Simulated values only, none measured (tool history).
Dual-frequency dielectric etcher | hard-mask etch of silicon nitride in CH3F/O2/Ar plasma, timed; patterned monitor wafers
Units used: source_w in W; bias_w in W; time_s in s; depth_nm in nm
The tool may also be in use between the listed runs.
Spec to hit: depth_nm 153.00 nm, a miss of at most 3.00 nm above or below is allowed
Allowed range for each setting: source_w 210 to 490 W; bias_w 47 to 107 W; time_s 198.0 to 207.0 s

{"run": 1, "hour": 0.0, "source_w": 350, "bias_w": 77, "time_s": 198.0, "depth_nm": 133.81}
{"run": 2, "hour": 8.1, "source_w": 380, "bias_w": 77, "time_s": 198.0, "depth_nm": 137.49}
{"run": 3, "hour": 15.2, "source_w": 410, "bias_w": 78, "time_s": 198.0, "depth_nm": 141.61}
{"run": 4, "hour": 21.3, "source_w": 430, "bias_w": 79, "time_s": 198.0, "depth_nm": 143.95}
{"run": 5, "hour": 29.6, "source_w": 430, "bias_w": 72, "time_s": 198.0, "depth_nm": 139.66}
{"run": 6, "hour": 31.0, "source_w": 440, "bias_w": 75, "time_s": 198.5, "depth_nm": 144.29}
{"run": 7, "hour": 37.8, "source_w": 450, "bias_w": 76, "time_s": 198.5, "depth_nm": 145.48}
{"run": 8, "hour": 42.5, "source_w": 460, "bias_w": 77, "time_s": 198.5, "depth_nm": 147.94}
{"run": 9, "hour": 47.0, "source_w": 470, "bias_w": 78, "time_s": 198.5, "depth_nm": 150.25}
{"run": 10, "hour": 49.6, "source_w": 480, "bias_w": 78, "time_s": 198.5, "depth_nm": 150.18}

Consider the 4 candidate settings below. Which is the only one whose results all fall within their allowed miss of target?
{"run": "A", "hour": 52.2, "source_w": 490, "bias_w": 67, "time_s": 203.5, "depth_nm": "?"}
{"run": "B", "hour": 52.2, "source_w": 480, "bias_w": 71, "time_s": 200.5, "depth_nm": "?"}
{"run": "C", "hour": 52.2, "source_w": 490, "bias_w": 78, "time_s": 202.0, "depth_nm": "?"}
{"run": "D", "hour": 52.2, "source_w": 470, "bias_w": 77, "time_s": 199.0, "depth_nm": "?"}

move=A depth_nm=146.53
move=B depth_nm=146.17
move=C depth_nm=153.22
move=D depth_nm=148.10
A: lands further from the targets than the last run did
B: lands further from the targets than the last run did
C: in spec on every target
D: lands further from the targets than the last run did
Go with C: it meets all targets.
